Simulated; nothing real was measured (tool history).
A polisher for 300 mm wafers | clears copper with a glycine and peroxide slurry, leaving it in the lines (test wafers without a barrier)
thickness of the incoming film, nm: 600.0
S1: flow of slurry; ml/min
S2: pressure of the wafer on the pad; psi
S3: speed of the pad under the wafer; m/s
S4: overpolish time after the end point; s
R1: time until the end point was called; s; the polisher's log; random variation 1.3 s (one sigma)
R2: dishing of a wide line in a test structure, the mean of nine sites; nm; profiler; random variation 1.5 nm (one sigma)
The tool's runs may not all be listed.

| run | hour | S1 | S2 | S3 | S4 | R1 | R2 |
|---|---|---|---|---|---|---|---|
| 1 | 0.0 | 295 | 3.4 | 0.94 | 26 | 77.922 | 82.166 |
| 2 | 0.5 | 295 | 3.8 | 0.94 | 26 | 72.337 | 87.428 |
| 3 | 6.6 | 295 | 3.5 | 0.94 | 27 | 79.607 | 87.811 |
| 4 | 10.8 | 270 | 3.5 | 0.94 | 27 | 78.643 | 87.390 |
| 5 | 18.3 | 270 | 3.3 | 0.94 | 27 | 81.560 | 85.108 |
| 6 | 25.5 | 270 | 3.1 | 0.94 | 27 | 87.477 | 78.425 |

The next listed run, before its measurement:
| 7 | 33.6 | 270 | 3.0 | 0.94 | 28 | ? | ? |

{"run 7": {"R1": 89.991, "R2": 83.552}}

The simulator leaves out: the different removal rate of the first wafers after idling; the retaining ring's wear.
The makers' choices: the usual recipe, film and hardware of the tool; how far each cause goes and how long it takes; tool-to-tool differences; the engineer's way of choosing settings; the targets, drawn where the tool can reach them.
